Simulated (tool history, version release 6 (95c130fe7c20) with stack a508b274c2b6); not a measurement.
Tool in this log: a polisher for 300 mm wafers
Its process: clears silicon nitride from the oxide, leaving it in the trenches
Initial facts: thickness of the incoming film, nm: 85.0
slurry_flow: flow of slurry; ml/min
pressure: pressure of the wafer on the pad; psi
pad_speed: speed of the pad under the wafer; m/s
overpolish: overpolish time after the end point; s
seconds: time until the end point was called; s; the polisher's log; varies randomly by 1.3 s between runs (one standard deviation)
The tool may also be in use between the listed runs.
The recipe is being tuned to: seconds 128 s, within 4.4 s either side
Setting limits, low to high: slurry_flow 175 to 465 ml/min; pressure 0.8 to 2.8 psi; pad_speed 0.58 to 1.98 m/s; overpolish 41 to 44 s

Run 1, hour 0: slurry_flow 295 ml/min, pressure 1.8 psi, pad_speed 1.28 m/s, overpolish 41 s. Result: seconds 101.93 s.
Run 2, hour 3.5: slurry_flow 295 ml/min, pressure 1.8 psi, pad_speed 1.28 m/s, overpolish 44 s. Result: seconds 102.78 s.
Run 3, hour 8.3: slurry_flow 255 ml/min, pressure 1.8 psi, pad_speed 1.28 m/s, overpolish 44 s. Result: seconds 103.13 s.
Run 4, hour 13.2: slurry_flow 255 ml/min, pressure 1.6 psi, pad_speed 1.28 m/s, overpolish 44 s. Result: seconds 113.38 s.
Run 5, hour 14.4: slurry_flow 255 ml/min, pressure 1.9 psi, pad_speed 1.28 m/s, overpolish 44 s. Result: seconds 100.11 s.
Run 6, hour 15.3: slurry_flow 255 ml/min, pressure 1.9 psi, pad_speed 1.28 m/s, overpolish 41 s. Result: seconds 100.22 s.
At hour 17.2: worn pad replaced by a new one.
Run 7, hour 17.2: slurry_flow 255 ml/min, pressure 1.4 psi, pad_speed 1.26 m/s, overpolish 41 s. Result: seconds 117.96 s.
Run 8, hour 24: slurry_flow 255 ml/min, pressure 1.3 psi, pad_speed 1.26 m/s, overpolish 41 s. Result: seconds 123.85 s.

Which single option among these 4 for the next run brings every result within its allowed miss of target? Just one does.
Run A, hour 30.8: slurry_flow 200 ml/min, pressure 1.2 psi, pad_speed 1.58 m/s, overpolish 41 s. Result: seconds ?.
Run B, hour 30.8: slurry_flow 300 ml/min, pressure 1.5 psi, pad_speed 1.12 m/s, overpolish 44 s. Result: seconds ?.
Run C, hour 30.8: slurry_flow 245 ml/min, pressure 1.3 psi, pad_speed 1.18 m/s, overpolish 44 s. Result: seconds ?.
Run D, hour 30.8: slurry_flow 450 ml/min, pressure 1.6 psi, pad_speed 1.1 m/s, overpolish 44 s. Result: seconds ?.

move  seconds
   A    115.3
   B   117.17
   C   128.54
   D   109.41
A: the biggest miss grows against the last run
B: the biggest miss grows against the last run
C: in spec on every target
D: the biggest miss grows against the last run
Answer: C
